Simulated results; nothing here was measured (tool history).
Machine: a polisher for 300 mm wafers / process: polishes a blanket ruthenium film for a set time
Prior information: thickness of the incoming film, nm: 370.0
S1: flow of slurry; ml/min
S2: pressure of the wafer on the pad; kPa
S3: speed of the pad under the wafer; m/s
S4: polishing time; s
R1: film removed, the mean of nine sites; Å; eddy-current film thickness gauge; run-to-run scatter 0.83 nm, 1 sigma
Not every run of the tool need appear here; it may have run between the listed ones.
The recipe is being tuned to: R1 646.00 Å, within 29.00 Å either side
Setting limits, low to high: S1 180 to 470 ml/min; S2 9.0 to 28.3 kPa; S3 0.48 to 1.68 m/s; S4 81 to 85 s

run 1 hour=0.0 | S1=300 S2=18.6 S3=1.08 S4=81 | R1=1052.30
run 2 hour=4.1 | S1=300 S2=22.8 S3=1.08 S4=81 | R1=1271.40
run 3 hour=8.5 | S1=300 S2=20.7 S3=1.06 S4=81 | R1=1152.40
run 4 hour=11.7 | S1=300 S2=18.6 S3=1.04 S4=81 | R1=1021.30
run 5 hour=18.7 | S1=300 S2=18.6 S3=0.82 S4=81 | R1=801.62
run 6 hour=27.0 | S1=300 S2=17.9 S3=0.82 S4=81 | R1=795.56
run 7 hour=31.7 | S1=300 S2=13.1 S3=0.80 S4=81 | R1=559.07
run 8 hour=35.1 | S1=300 S2=13.8 S3=0.80 S4=81 | R1=584.22

Of the 4 settings listed for the next run, only one would bring every result within its allowed miss of target. Which one?
run A hour=38.5 | S1=300 S2=14.5 S3=0.80 S4=84 | R1=?
run B hour=38.5 | S1=320 S2=14.5 S3=0.84 S4=85 | R1=?
run C hour=38.5 | S1=330 S2=13.1 S3=0.92 S4=85 | R1=?
run D hour=38.5 | S1=335 S2=15.9 S3=0.78 S4=85 | R1=?

move=A R1=652.51
move=B R1=698.78
move=C R1=695.99
move=D R1=715.04
A: meets every target
B: the result that was furthest off in the last run now lies on the other side of its target
C: the result that was furthest off in the last run now lies on the other side of its target
D: the result that was furthest off in the last run now lies on the other side of its target
So the answer is move A, the one that meets all the targets.

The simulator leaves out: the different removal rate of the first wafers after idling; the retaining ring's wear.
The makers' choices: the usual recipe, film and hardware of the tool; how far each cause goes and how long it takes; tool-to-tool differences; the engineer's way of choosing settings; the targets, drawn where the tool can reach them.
